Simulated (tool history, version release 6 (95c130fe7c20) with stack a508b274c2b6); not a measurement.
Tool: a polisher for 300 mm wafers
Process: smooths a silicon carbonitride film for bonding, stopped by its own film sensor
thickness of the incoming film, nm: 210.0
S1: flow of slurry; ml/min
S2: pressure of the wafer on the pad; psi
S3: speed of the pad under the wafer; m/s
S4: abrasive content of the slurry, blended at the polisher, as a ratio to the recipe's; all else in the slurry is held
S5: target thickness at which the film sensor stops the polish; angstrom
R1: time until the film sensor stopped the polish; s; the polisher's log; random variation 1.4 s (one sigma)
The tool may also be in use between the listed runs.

| run | hour | S1 | S2 | S3 | S4 | S5 | R1 |
|---|---|---|---|---|---|---|---|
| 1 | 0 | 180 | 2.5 | 0.96 | 1 | 1880 | 65.466 |
| 2 | 5 | 180 | 2.3 | 0.94 | 1 | 1880 | 71.712 |
| 3 | 13.5 | 180 | 2.1 | 0.94 | 1 | 1880 | 80.445 |
| 4 | 20.3 | 180 | 2 | 0.94 | 1 | 1880 | 82.08 |
| 5 | 29 | 180 | 1.9 | 0.94 | 1 | 1880 | 87.149 |
| 6 | 34.3 | 180 | 2.4 | 0.94 | 1 | 1880 | 70.127 |
| 7 | 43.1 | 180 | 2.2 | 0.94 | 1 | 1880 | 76.734 |

Run 8 comes next. What will it give?
| 8 | 46.2 | 180 | 2.1 | 0.94 | 1 | 1880 | ? |

R1: 80.274 s
